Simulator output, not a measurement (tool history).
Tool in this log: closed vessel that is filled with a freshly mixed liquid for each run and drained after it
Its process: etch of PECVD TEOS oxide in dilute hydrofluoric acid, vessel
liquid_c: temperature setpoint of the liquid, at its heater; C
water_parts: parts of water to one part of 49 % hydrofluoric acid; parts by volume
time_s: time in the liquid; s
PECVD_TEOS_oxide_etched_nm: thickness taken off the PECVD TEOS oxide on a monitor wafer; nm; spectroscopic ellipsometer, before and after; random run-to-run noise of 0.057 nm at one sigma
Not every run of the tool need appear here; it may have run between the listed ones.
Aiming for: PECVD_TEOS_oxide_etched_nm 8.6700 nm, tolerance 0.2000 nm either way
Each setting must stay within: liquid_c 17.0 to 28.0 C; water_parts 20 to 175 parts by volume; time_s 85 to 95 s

| run | day | liquid_c | water_parts | time_s | PECVD_TEOS_oxide_etched_nm |
|---|---|---|---|---|---|
| 1 | 0.000 | 20.0 | 95 | 85 | 10.4340 |
| 2 | 0.204 | 18.5 | 95 | 85 | 9.8228 |
| 3 | 0.550 | 18.0 | 95 | 85 | 9.5250 |
| 4 | 0.746 | 18.0 | 80 | 85 | 11.6090 |
| 5 | 0.933 | 18.0 | 80 | 85 | 11.5190 |
| 6 | 1.029 | 18.0 | 85 | 85 | 10.8500 |
| 7 | 1.067 | 18.0 | 90 | 85 | 10.2390 |
| 8 | 1.267 | 17.5 | 95 | 85 | 9.2615 |
| 9 | 1.425 | 17.0 | 95 | 85 | 9.1797 |

Which one of the following 5 next-run settings gets every result inside its allowed miss? There is exactly one.
| A | 1.583 | 17.0 | 100 | 90 | ? |
| B | 1.583 | 17.0 | 110 | 95 | ? |
| C | 1.583 | 19.5 | 110 | 90 | ? |
| D | 1.583 | 17.0 | 110 | 90 | ? |
| E | 1.583 | 17.5 | 100 | 90 | ? |

| move | PECVD_TEOS_oxide_etched_nm |
|---|---|
| A | 9.1638 |
| B | 8.6982 |
| C | 9.1204 |
| D | 8.2404 |
| E | 9.3547 |
A: as far off as the last run
B: in spec on every target
C: nearer than the last run, and not there yet
D: pushes the last run's worst result past its target
E: further off than the last run
B is the move that brings every result within its allowed miss.
